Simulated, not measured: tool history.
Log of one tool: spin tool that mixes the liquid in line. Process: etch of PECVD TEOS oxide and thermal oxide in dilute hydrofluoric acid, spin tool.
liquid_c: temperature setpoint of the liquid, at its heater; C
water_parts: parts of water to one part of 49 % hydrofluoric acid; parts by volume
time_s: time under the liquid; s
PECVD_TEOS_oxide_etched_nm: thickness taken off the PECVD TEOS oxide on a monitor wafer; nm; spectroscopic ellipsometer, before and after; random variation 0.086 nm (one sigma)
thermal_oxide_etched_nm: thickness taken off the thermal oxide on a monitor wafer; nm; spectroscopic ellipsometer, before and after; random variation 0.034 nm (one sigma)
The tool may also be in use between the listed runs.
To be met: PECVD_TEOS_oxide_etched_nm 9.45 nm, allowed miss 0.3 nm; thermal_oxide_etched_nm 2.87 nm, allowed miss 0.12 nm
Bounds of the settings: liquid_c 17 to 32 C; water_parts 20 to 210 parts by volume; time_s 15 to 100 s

run 1 hour=0 | liquid_c=24 water_parts=115 time_s=50 | PECVD_TEOS_oxide_etched_nm=6.3324 thermal_oxide_etched_nm=1.9274
run 2 hour=8.2 | liquid_c=25 water_parts=115 time_s=50 | PECVD_TEOS_oxide_etched_nm=6.5353 thermal_oxide_etched_nm=1.9522
run 3 hour=12.2 | liquid_c=25 water_parts=130 time_s=50 | PECVD_TEOS_oxide_etched_nm=5.5962 thermal_oxide_etched_nm=1.7333
run 4 hour=17.9 | liquid_c=26.5 water_parts=130 time_s=50 | PECVD_TEOS_oxide_etched_nm=5.9977 thermal_oxide_etched_nm=1.8229
run 5 hour=21.9 | liquid_c=26.5 water_parts=165 time_s=50 | PECVD_TEOS_oxide_etched_nm=4.5571 thermal_oxide_etched_nm=1.3742
run 6 hour=23.3 | liquid_c=24.5 water_parts=165 time_s=50 | PECVD_TEOS_oxide_etched_nm=4.2013 thermal_oxide_etched_nm=1.268
run 7 hour=29.7 | liquid_c=25.5 water_parts=155 time_s=50 | PECVD_TEOS_oxide_etched_nm=4.6958 thermal_oxide_etched_nm=1.444
run 8 hour=38.5 | liquid_c=26 water_parts=150 time_s=50 | PECVD_TEOS_oxide_etched_nm=5.0657 thermal_oxide_etched_nm=1.5196
run 9 hour=42 | liquid_c=26.5 water_parts=145 time_s=50 | PECVD_TEOS_oxide_etched_nm=5.3171 thermal_oxide_etched_nm=1.6071
run 10 hour=46 | liquid_c=27 water_parts=140 time_s=50 | PECVD_TEOS_oxide_etched_nm=5.6731 thermal_oxide_etched_nm=1.693
run 11 hour=49.7 | liquid_c=31 water_parts=95 time_s=50 | PECVD_TEOS_oxide_etched_nm=10.171 thermal_oxide_etched_nm=3.1239
run 12 hour=52.7 | liquid_c=30 water_parts=95 time_s=50 | PECVD_TEOS_oxide_etched_nm=9.8696 thermal_oxide_etched_nm=2.9726

Which of these 4 next moves meets every target?
run A hour=55.7 | liquid_c=26.5 water_parts=75 time_s=45 | PECVD_TEOS_oxide_etched_nm=? thermal_oxide_etched_nm=?
run B hour=55.7 | liquid_c=28 water_parts=115 time_s=70 | PECVD_TEOS_oxide_etched_nm=? thermal_oxide_etched_nm=?
run C hour=55.7 | liquid_c=32 water_parts=80 time_s=40 | PECVD_TEOS_oxide_etched_nm=? thermal_oxide_etched_nm=?
run D hour=55.7 | liquid_c=30 water_parts=100 time_s=50 | PECVD_TEOS_oxide_etched_nm=? thermal_oxide_etched_nm=?

move=A PECVD_TEOS_oxide_etched_nm=10.038 thermal_oxide_etched_nm=3.0213
move=B PECVD_TEOS_oxide_etched_nm=10.229 thermal_oxide_etched_nm=3.0788
move=C PECVD_TEOS_oxide_etched_nm=10.264 thermal_oxide_etched_nm=3.0892
move=D PECVD_TEOS_oxide_etched_nm=9.2463 thermal_oxide_etched_nm=2.7829
A: further off than the last run
B: further off than the last run
C: further off than the last run
D: meets every target
Answer: D
